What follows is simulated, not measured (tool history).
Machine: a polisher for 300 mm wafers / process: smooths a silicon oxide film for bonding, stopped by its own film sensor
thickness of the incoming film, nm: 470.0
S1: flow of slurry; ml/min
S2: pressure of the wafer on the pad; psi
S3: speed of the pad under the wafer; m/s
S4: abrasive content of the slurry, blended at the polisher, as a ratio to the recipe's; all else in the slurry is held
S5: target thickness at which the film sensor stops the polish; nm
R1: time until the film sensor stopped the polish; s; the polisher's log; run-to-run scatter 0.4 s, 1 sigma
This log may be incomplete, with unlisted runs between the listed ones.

Run 1, day 0: S1 240 ml/min, S2 1.7 psi, S3 1 m/s, S4 1, S5 436 nm. Result: R1 48.657 s.
Run 2, day 0.242: S1 240 ml/min, S2 1.8 psi, S3 1 m/s, S4 1, S5 436 nm. Result: R1 46.891 s.
Run 3, day 0.575: S1 240 ml/min, S2 1.8 psi, S3 1 m/s, S4 1.15, S5 436 nm. Result: R1 43.528 s.
Run 4, day 0.854: S1 240 ml/min, S2 1.9 psi, S3 1 m/s, S4 1.15, S5 436 nm. Result: R1 41.496 s.
Run 5, day 1.05: S1 240 ml/min, S2 1.9 psi, S3 1 m/s, S4 1, S5 436 nm. Result: R1 44.93 s.
Run 6, day 1.329: S1 240 ml/min, S2 2.3 psi, S3 1 m/s, S4 1, S5 436 nm. Result: R1 38.535 s.
Run 7, day 1.454: S1 240 ml/min, S2 2.4 psi, S3 1.02 m/s, S4 1, S5 436 nm. Result: R1 37.233 s.
Run 8, day 1.821: S1 240 ml/min, S2 2.4 psi, S3 1.06 m/s, S4 1, S5 436 nm. Result: R1 35.43 s.
Run 9, day 2.046: S1 240 ml/min, S2 2.4 psi, S3 1.08 m/s, S4 1, S5 436 nm. Result: R1 35.222 s.

Run 10 has not been measured yet. What should we expect?
Run 10, day 2.179: S1 240 ml/min, S2 2.4 psi, S3 1.1 m/s, S4 1, S5 436 nm. Result: R1 ?.

For run 10 the tool returned R1 34.798 s.
